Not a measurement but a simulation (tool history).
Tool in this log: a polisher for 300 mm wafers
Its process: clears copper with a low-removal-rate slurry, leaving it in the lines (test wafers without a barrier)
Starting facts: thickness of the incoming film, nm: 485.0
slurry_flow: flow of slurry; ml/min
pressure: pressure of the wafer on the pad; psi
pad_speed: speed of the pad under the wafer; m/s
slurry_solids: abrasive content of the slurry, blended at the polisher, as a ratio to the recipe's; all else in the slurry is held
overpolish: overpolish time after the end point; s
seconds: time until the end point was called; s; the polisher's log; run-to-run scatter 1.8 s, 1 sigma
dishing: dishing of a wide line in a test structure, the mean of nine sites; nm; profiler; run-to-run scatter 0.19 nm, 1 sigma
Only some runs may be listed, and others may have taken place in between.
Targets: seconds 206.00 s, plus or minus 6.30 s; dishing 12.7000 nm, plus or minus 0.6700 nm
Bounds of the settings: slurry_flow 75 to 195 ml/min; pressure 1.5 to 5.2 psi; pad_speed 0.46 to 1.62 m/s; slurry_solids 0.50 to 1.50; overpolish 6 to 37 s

Run 1, hour 0.0: slurry_flow 125 ml/min, pressure 3.3 psi, pad_speed 1.04 m/s, slurry_solids 1.00, overpolish 19 s. Result: seconds 137.78 s, dishing 39.7200 nm.
Run 2, hour 1.5: slurry_flow 105 ml/min, pressure 3.3 psi, pad_speed 1.04 m/s, slurry_solids 1.00, overpolish 19 s. Result: seconds 144.40 s, dishing 38.4410 nm.
Run 3, hour 8.5: slurry_flow 115 ml/min, pressure 3.1 psi, pad_speed 1.04 m/s, slurry_solids 1.00, overpolish 17 s. Result: seconds 148.83 s, dishing 33.6850 nm.
Run 4, hour 10.1: slurry_flow 115 ml/min, pressure 3.1 psi, pad_speed 1.16 m/s, slurry_solids 1.00, overpolish 17 s. Result: seconds 134.96 s, dishing 35.6400 nm.
Run 5, hour 19.0: slurry_flow 145 ml/min, pressure 3.1 psi, pad_speed 1.16 m/s, slurry_solids 1.00, overpolish 17 s. Result: seconds 126.35 s, dishing 37.3970 nm.
At hour 22.7: slurry nozzle cleaned.
Run 6, hour 22.7: slurry_flow 135 ml/min, pressure 3.1 psi, pad_speed 1.16 m/s, slurry_solids 1.00, overpolish 17 s. Result: seconds 122.68 s, dishing 38.8270 nm.
Run 7, hour 28.9: slurry_flow 135 ml/min, pressure 2.9 psi, pad_speed 1.16 m/s, slurry_solids 0.95, overpolish 15 s. Result: seconds 132.23 s, dishing 33.1090 nm.
Run 8, hour 30.2: slurry_flow 130 ml/min, pressure 2.7 psi, pad_speed 1.16 m/s, slurry_solids 1.05, overpolish 14 s. Result: seconds 139.47 s, dishing 28.9690 nm.
Run 9, hour 35.7: slurry_flow 125 ml/min, pressure 2.5 psi, pad_speed 1.16 m/s, slurry_solids 1.10, overpolish 13 s. Result: seconds 152.12 s, dishing 25.6180 nm.
Run 10, hour 41.7: slurry_flow 90 ml/min, pressure 1.5 psi, pad_speed 1.26 m/s, slurry_solids 1.35, overpolish 6 s. Result: seconds 229.90 s, dishing 8.7270 nm.
Run 11, hour 49.7: slurry_flow 95 ml/min, pressure 1.5 psi, pad_speed 1.26 m/s, slurry_solids 1.30, overpolish 6 s. Result: seconds 233.82 s, dishing 8.4904 nm.
Run 12, hour 52.3: slurry_flow 105 ml/min, pressure 1.9 psi, pad_speed 1.26 m/s, slurry_solids 1.35, overpolish 14 s. Result: seconds 175.55 s, dishing 23.5340 nm.
Run 13, hour 54.7: slurry_flow 105 ml/min, pressure 1.9 psi, pad_speed 1.26 m/s, slurry_solids 1.30, overpolish 14 s. Result: seconds 179.38 s, dishing 24.2560 nm.
Run 14, hour 63.4: slurry_flow 105 ml/min, pressure 1.9 psi, pad_speed 1.24 m/s, slurry_solids 1.25, overpolish 13 s. Result: seconds 184.12 s, dishing 21.3190 nm.
Run 15, hour 70.0: slurry_flow 105 ml/min, pressure 1.9 psi, pad_speed 1.24 m/s, slurry_solids 1.25, overpolish 12 s. Result: seconds 181.90 s, dishing 20.3030 nm.
Run 16, hour 71.0: slurry_flow 105 ml/min, pressure 1.9 psi, pad_speed 1.22 m/s, slurry_solids 1.25, overpolish 12 s. Result: seconds 186.72 s, dishing 20.3130 nm.
Run 17, hour 74.6: slurry_flow 100 ml/min, pressure 1.9 psi, pad_speed 1.22 m/s, slurry_solids 1.25, overpolish 12 s. Result: seconds 189.97 s, dishing 19.8380 nm.
Run 18, hour 77.6: slurry_flow 105 ml/min, pressure 1.9 psi, pad_speed 1.18 m/s, slurry_solids 1.30, overpolish 10 s. Result: seconds 193.28 s, dishing 16.3710 nm.
Run 19, hour 83.3: slurry_flow 95 ml/min, pressure 2.0 psi, pad_speed 1.20 m/s, slurry_solids 1.25, overpolish 9 s. Result: seconds 186.09 s, dishing 15.1480 nm.
Run 20, hour 86.4: slurry_flow 95 ml/min, pressure 1.9 psi, pad_speed 1.20 m/s, slurry_solids 1.20, overpolish 8 s. Result: seconds 193.34 s, dishing 12.9490 nm.

Exercise: of the 5 proposed moves below, exactly one satisfies all targets within the stated allowed misses. Which move is it?
Run A, hour 89.5: slurry_flow 85 ml/min, pressure 1.7 psi, pad_speed 1.52 m/s, slurry_solids 1.20, overpolish 7 s. Result: seconds ?, dishing ?.
Run B, hour 89.5: slurry_flow 115 ml/min, pressure 1.9 psi, pad_speed 1.18 m/s, slurry_solids 1.30, overpolish 7 s. Result: seconds ?, dishing ?.
Run C, hour 89.5: slurry_flow 100 ml/min, pressure 2.0 psi, pad_speed 1.18 m/s, slurry_solids 1.10, overpolish 8 s. Result: seconds ?, dishing ?.
Run D, hour 89.5: slurry_flow 80 ml/min, pressure 1.9 psi, pad_speed 1.20 m/s, slurry_solids 1.25, overpolish 8 s. Result: seconds ?, dishing ?.
Run E, hour 89.5: slurry_flow 100 ml/min, pressure 2.2 psi, pad_speed 1.06 m/s, slurry_solids 1.35, overpolish 7 s. Result: seconds ?, dishing ?.

move  seconds  dishing
   A   180.42  12.4480
   B   189.11  11.9560
   C   193.25  13.2850
   D   206.41  12.4780
   E   187.07  12.1250
A: lands further from the targets than the last run did
B: lands further from the targets than the last run did
C: as far off as the last run
D: in spec on every target
E: lands further from the targets than the last run did
So the answer is move D, the one that meets all the targets.
